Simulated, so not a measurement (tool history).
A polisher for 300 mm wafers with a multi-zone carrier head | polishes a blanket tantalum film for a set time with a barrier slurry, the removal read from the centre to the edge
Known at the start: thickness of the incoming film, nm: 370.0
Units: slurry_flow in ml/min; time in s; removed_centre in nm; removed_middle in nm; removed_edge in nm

Run 1, hour 0.0: slurry_flow 120 ml/min, centre_zone 1.00, middle_zone 1.00, edge_zone 1.00, slurry_solids 1.00, time 80 s. Result: removed_centre 83.728 nm, removed_middle 86.105 nm, removed_edge 87.295 nm.
Run 2, hour 4.4: slurry_flow 120 ml/min, centre_zone 1.00, middle_zone 1.00, edge_zone 0.98, slurry_solids 0.95, time 79 s. Result: removed_centre 82.357 nm, removed_middle 86.285 nm, removed_edge 83.910 nm.
Run 3, hour 9.5: slurry_flow 115 ml/min, centre_zone 1.00, middle_zone 0.98, edge_zone 0.97, slurry_solids 0.90, time 78 s. Result: removed_centre 77.978 nm, removed_middle 80.554 nm, removed_edge 79.539 nm.
Run 4, hour 10.4: slurry_flow 115 ml/min, centre_zone 1.00, middle_zone 0.98, edge_zone 0.97, slurry_solids 0.80, time 78 s. Result: removed_centre 77.783 nm, removed_middle 77.564 nm, removed_edge 77.541 nm.
Run 5, hour 12.2: slurry_flow 110 ml/min, centre_zone 1.00, middle_zone 0.97, edge_zone 0.96, slurry_solids 0.75, time 77 s. Result: removed_centre 72.097 nm, removed_middle 73.793 nm, removed_edge 73.383 nm.
Run 6, hour 14.6: slurry_flow 110 ml/min, centre_zone 1.00, middle_zone 0.96, edge_zone 0.95, slurry_solids 0.70, time 77 s. Result: removed_centre 70.393 nm, removed_middle 72.015 nm, removed_edge 71.440 nm.
Run 7, hour 20.6: slurry_flow 110 ml/min, centre_zone 1.01, middle_zone 0.95, edge_zone 0.94, slurry_solids 0.70, time 77 s. Result: removed_centre 71.593 nm, removed_middle 71.353 nm, removed_edge 70.143 nm.
Run 8, hour 25.6: slurry_flow 80 ml/min, centre_zone 0.99, middle_zone 0.88, edge_zone 0.84, slurry_solids 0.50, time 75 s. Result: removed_centre 53.122 nm, removed_middle 52.681 nm, removed_edge 54.078 nm.

The next listed run, before its measurement:
Run 9, hour 29.4: slurry_flow 85 ml/min, centre_zone 0.99, middle_zone 0.88, edge_zone 0.84, slurry_solids 0.50, time 75 s. Result: removed_centre ?, removed_middle ?, removed_edge ?.

Run 9 gave removed_centre 56.035 nm, removed_middle 54.273 nm, removed_edge 55.203 nm.

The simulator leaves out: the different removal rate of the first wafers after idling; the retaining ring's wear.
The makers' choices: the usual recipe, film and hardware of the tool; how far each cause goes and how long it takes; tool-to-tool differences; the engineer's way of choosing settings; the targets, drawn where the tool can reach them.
